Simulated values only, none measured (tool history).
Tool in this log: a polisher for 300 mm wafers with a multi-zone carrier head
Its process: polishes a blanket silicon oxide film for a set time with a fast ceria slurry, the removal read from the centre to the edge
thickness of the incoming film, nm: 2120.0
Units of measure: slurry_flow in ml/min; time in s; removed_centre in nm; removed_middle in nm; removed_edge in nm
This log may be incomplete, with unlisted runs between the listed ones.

run,hour,slurry_flow,centre_zone,middle_zone,edge_zone,time,removed_centre,removed_middle,removed_edge
1,0,210,1,1,1,40,839.37,885.89,927.05
2,6.2,205,0.98,0.99,0.98,37,764.1,804.54,846.07
3,11.7,205,1.04,0.99,0.98,37,800.37,807.74,844.84
4,13.2,205,1.12,0.99,0.98,37,858.16,817.28,847.53
5,17.6,230,1.12,0.99,0.98,37,884.78,819.98,856.71
6,19.9,230,1.09,0.99,0.98,37,867.05,814.67,862.49
7,23.2,215,1.06,0.98,0.96,35,774.77,764.63,794.02
8,26.9,210,1.04,0.96,0.94,34,734.99,734.83,760.91
9,28.1,205,1.02,0.94,0.93,33,692.19,695.23,741.35
10,36.9,200,1.01,0.93,0.92,32,663.33,669.96,706.92
# hour 42: centre zone pressure recalibrated
11,42,140,0.91,0.83,0.82,24,440.8,428.78,478.71

Predict the results of run 12:
12,47.6,150,0.9,0.84,0.82,24,?,?,?

removed_centre: 447.19 nm
removed_middle: 439.1 nm
removed_edge: 479.38 nm
